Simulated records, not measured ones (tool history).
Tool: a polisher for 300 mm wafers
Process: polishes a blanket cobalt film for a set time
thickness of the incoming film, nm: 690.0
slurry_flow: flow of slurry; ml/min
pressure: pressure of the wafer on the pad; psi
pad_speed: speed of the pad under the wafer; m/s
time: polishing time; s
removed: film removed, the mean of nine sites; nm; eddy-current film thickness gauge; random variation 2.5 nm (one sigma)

run 1 hour=0.0 | slurry_flow=270 pressure=2.3 pad_speed=1.08 time=52 | removed=302.72
run 2 hour=8.1 | slurry_flow=240 pressure=2.3 pad_speed=1.08 time=52 | removed=295.99
run 3 hour=9.0 | slurry_flow=240 pressure=2.2 pad_speed=1.08 time=52 | removed=284.06
run 4 hour=12.5 | slurry_flow=210 pressure=2.2 pad_speed=1.08 time=52 | removed=279.02
run 5 hour=13.1 | slurry_flow=210 pressure=2.1 pad_speed=1.08 time=52 | removed=276.11
run 6 hour=15.0 | slurry_flow=210 pressure=2.0 pad_speed=1.08 time=52 | removed=262.78
run 7 hour=16.8 | slurry_flow=210 pressure=1.9 pad_speed=1.08 time=52 | removed=254.04

Run 8 comes next. What will it give?
run 8 hour=24.5 | slurry_flow=210 pressure=1.8 pad_speed=1.08 time=52 | removed=?

removed: 242.04 nm
